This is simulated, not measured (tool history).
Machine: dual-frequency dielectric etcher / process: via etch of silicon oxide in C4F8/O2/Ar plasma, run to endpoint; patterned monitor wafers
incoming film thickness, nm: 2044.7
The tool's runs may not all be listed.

run,hour,source power (W),bias power (W),endpoint time (s)
1,0.0,1430,2664,435.23
2,1.6,1330,2617,452.73
3,7.9,1330,2811,437.76
4,14.4,1490,2811,418.71
5,22.9,1380,2762,436.59
6,23.6,1170,2762,469.30

Estimate the outcome of run 7 from the log above:
7,25.7,1130,2747,?

{"run 7": {"endpoint time (s)": 481.4}}

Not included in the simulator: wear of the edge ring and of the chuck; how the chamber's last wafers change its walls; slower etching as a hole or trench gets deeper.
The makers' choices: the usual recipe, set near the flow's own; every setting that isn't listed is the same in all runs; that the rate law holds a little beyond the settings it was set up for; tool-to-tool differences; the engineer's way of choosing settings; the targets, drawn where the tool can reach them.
